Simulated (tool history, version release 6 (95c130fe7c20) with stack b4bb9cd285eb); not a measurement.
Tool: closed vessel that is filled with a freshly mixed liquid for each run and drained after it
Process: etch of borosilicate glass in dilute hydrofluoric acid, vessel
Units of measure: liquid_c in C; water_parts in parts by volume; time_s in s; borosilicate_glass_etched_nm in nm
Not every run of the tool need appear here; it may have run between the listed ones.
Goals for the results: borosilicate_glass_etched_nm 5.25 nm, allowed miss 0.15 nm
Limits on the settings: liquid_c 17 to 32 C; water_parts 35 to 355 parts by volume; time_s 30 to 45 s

run 1 day=0 | liquid_c=24 water_parts=195 time_s=45 | borosilicate_glass_etched_nm=8.0575
run 2 day=0.283 | liquid_c=22.5 water_parts=205 time_s=45 | borosilicate_glass_etched_nm=7.2507
run 3 day=0.438 | liquid_c=22.5 water_parts=180 time_s=45 | borosilicate_glass_etched_nm=8.5059
run 4 day=0.588 | liquid_c=22.5 water_parts=180 time_s=30 | borosilicate_glass_etched_nm=5.6871
run 5 day=0.925 | liquid_c=22.5 water_parts=180 time_s=45 | borosilicate_glass_etched_nm=8.3715
run 6 day=1.292 | liquid_c=21.5 water_parts=190 time_s=45 | borosilicate_glass_etched_nm=7.5762
run 7 day=1.471 | liquid_c=20.5 water_parts=205 time_s=45 | borosilicate_glass_etched_nm=6.756
-- day=1.529 thermometer replaced
run 8 day=1.529 | liquid_c=20 water_parts=215 time_s=45 | borosilicate_glass_etched_nm=5.7648
run 9 day=1.896 | liquid_c=19.5 water_parts=215 time_s=45 | borosilicate_glass_etched_nm=5.6234
run 10 day=2.1 | liquid_c=19 water_parts=215 time_s=45 | borosilicate_glass_etched_nm=5.5882
run 11 day=2.279 | liquid_c=17 water_parts=215 time_s=45 | borosilicate_glass_etched_nm=5.0208

4 candidate next runs follow, results not yet known. Just one meets every target within its allowed miss. Identify it.
run A day=2.458 | liquid_c=21 water_parts=240 time_s=45 | borosilicate_glass_etched_nm=?
run B day=2.458 | liquid_c=17 water_parts=195 time_s=45 | borosilicate_glass_etched_nm=?
run C day=2.458 | liquid_c=19.5 water_parts=240 time_s=45 | borosilicate_glass_etched_nm=?
run D day=2.458 | liquid_c=17 water_parts=200 time_s=45 | borosilicate_glass_etched_nm=?

move=A borosilicate_glass_etched_nm=5.1789
move=B borosilicate_glass_etched_nm=5.6974
move=C borosilicate_glass_etched_nm=4.8947
move=D borosilicate_glass_etched_nm=5.5295
A: meets every target
B: takes the result that was furthest off past its target
C: misses by more than the last run did
D: takes the result that was furthest off past its target
A is the move that brings every result within its allowed miss.
